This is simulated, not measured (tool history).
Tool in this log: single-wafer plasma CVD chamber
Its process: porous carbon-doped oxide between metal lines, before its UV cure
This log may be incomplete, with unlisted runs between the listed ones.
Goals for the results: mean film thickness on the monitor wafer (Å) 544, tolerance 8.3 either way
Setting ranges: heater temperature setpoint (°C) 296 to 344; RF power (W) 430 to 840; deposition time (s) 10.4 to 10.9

run	hour	heater temperature setpoint (°C)	RF power (W)	deposition time (s)	mean film thickness on the monitor wafer (Å)
1	0	320	635	10.9	580.35
2	8.7	320	695	10.9	610.81
3	16.7	323	690	10.9	596
4	24.7	323	740	10.9	616.81
5	30.2	323	710	10.9	605.22
6	36.9	332	710	10.9	576.78
7	39.9	333	710	10.9	571.65
8	40.7	334	710	10.9	569.62
# hour 43.9: RF generator calibrated
9	43.9	335	710	10.9	586.18
10	49.4	336	695	10.9	575.57
11	56.2	337	685	10.9	568.89
12	58.5	337	685	10.9	568.57
13	61.2	338	675	10.9	562.4
14	62.4	339	670	10.9	556.92

Of the 5 settings listed for the next run, only one would bring every result within its allowed miss of target. Which one?
A	63.6	328	650	10.9	?
B	63.6	344	780	10.4	?
C	63.6	342	755	10.5	?
D	63.6	335	675	10.4	?
E	63.6	339	700	10.7	?

move	mean film thickness on the monitor wafer (Å)
A	578.74
B	563.98
C	564.5
D	544.5
E	559.57
A: misses by more than the last run did
B: misses by more than the last run did
C: misses by more than the last run did
D: all results in spec
E: misses by more than the last run did
Move D is the one to make.

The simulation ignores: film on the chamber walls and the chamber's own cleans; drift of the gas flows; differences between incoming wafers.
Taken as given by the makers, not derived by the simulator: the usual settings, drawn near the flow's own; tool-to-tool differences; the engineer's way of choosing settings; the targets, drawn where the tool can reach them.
